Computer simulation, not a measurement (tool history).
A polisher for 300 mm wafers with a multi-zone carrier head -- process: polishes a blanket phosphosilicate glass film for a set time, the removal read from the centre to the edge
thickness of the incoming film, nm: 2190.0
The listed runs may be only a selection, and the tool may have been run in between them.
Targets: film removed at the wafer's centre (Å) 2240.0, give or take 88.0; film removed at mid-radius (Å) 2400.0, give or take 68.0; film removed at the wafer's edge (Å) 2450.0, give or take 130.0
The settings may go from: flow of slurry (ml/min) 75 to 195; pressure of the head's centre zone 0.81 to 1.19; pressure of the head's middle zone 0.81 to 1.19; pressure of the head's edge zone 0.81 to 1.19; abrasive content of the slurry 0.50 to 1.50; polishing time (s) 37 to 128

run,day,flow of slurry (ml/min),pressure of the head's centre zone,pressure of the head's middle zone,pressure of the head's edge zone,abrasive content of the slurry,polishing time (s),film removed at the wafer's centre (Å),film removed at mid-radius (Å),film removed at the wafer's edge (Å)
1,0.000,125,1.00,1.00,1.00,1.00,82,4108.7,4144.4,4113.3
2,0.075,120,0.99,0.99,0.99,0.95,80,3755.1,3814.7,3820.1
3,0.246,115,0.98,0.98,0.97,0.90,79,3618.7,3595.2,3727.0
4,0.617,115,0.97,0.99,0.96,0.85,77,3368.7,3393.2,3406.2
5,0.838,115,0.95,0.99,0.95,0.80,77,3158.4,3301.9,3275.8
6,0.983,115,0.94,0.98,0.94,0.75,77,3017.6,3127.8,3274.3
7,1.183,105,0.95,1.05,0.87,0.50,61,1801.8,1918.2,1751.8
8,1.362,115,0.94,1.04,0.88,0.50,61,1800.6,1959.7,1767.1
9,1.429,120,0.94,1.03,0.91,0.50,61,1823.8,1977.9,1843.3
10,1.483,125,0.94,1.02,0.93,0.50,61,1832.5,1937.1,1928.4
11,1.575,125,0.94,1.02,0.94,0.55,61,1981.1,2144.8,2061.8
12,1.712,130,0.94,1.02,0.95,0.55,61,2003.0,2153.6,2101.2

4 next moves are on the table. One of them brings every result within its allowed miss. Which?
A,1.850,80,0.97,0.88,1.19,0.55,72,?,?,?
B,1.850,115,0.92,0.99,0.99,0.50,78,?,?,?
C,1.850,150,0.94,1.02,0.98,0.50,61,?,?,?
D,1.850,130,1.11,1.04,0.84,0.60,52,?,?,?

move,film removed at the wafer's centre (Å),film removed at mid-radius (Å),film removed at the wafer's edge (Å)
A,2125.2,1986.6,2457.2
B,2257.8,2402.2,2427.8
C,1914.4,2029.8,1962.9
D,2137.2,1972.0,1787.1
A: the biggest miss grows against the last run
B: in spec on every target
C: the biggest miss grows against the last run
D: the biggest miss grows against the last run
The move that meets every target is B.
